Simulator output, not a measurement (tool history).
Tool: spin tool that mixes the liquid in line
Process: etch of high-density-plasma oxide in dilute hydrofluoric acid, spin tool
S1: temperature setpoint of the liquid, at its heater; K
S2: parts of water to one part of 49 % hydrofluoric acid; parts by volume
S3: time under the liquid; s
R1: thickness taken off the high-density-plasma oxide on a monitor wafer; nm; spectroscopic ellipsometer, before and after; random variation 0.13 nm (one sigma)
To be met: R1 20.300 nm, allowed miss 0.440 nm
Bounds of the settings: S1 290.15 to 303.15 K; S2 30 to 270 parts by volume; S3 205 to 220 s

{"run": 1, "hour": 0.0, "S1": 295.15, "S2": 150, "S3": 205, "R1": 12.828}
{"run": 2, "hour": 5.6, "S1": 292.65, "S2": 150, "S3": 205, "R1": 11.574}
{"run": 3, "hour": 11.3, "S1": 292.65, "S2": 150, "S3": 205, "R1": 11.614}
{"run": 4, "hour": 19.8, "S1": 292.65, "S2": 100, "S3": 205, "R1": 18.326}
{"run": 5, "hour": 21.4, "S1": 293.15, "S2": 100, "S3": 205, "R1": 18.721}
{"run": 6, "hour": 24.6, "S1": 293.65, "S2": 100, "S3": 205, "R1": 19.112}
{"run": 7, "hour": 33.1, "S1": 294.15, "S2": 100, "S3": 205, "R1": 19.503}
{"run": 8, "hour": 37.1, "S1": 294.65, "S2": 100, "S3": 205, "R1": 19.605}
{"hour": 38.0, "done": "thermometer replaced"}
{"run": 9, "hour": 38.0, "S1": 295.15, "S2": 100, "S3": 205, "R1": 18.389}
{"run": 10, "hour": 42.1, "S1": 295.15, "S2": 100, "S3": 205, "R1": 18.298}
{"run": 11, "hour": 43.1, "S1": 295.15, "S2": 95, "S3": 205, "R1": 19.607}

Which of these 5 next moves meets every target?
{"run": "A", "hour": 44.1, "S1": 292.15, "S2": 90, "S3": 215, "R1": "?"}
{"run": "B", "hour": 44.1, "S1": 295.65, "S2": 105, "S3": 220, "R1": "?"}
{"run": "C", "hour": 44.1, "S1": 298.65, "S2": 110, "S3": 205, "R1": "?"}
{"run": "D", "hour": 44.1, "S1": 295.65, "S2": 100, "S3": 205, "R1": "?"}
{"run": "E", "hour": 44.1, "S1": 294.65, "S2": 90, "S3": 205, "R1": "?"}

move=A R1=19.198
move=B R1=19.097
move=C R1=19.002
move=D R1=18.796
move=E R1=20.294
A: further off than the last run
B: further off than the last run
C: further off than the last run
D: further off than the last run
E: meets every target
The right move is E.
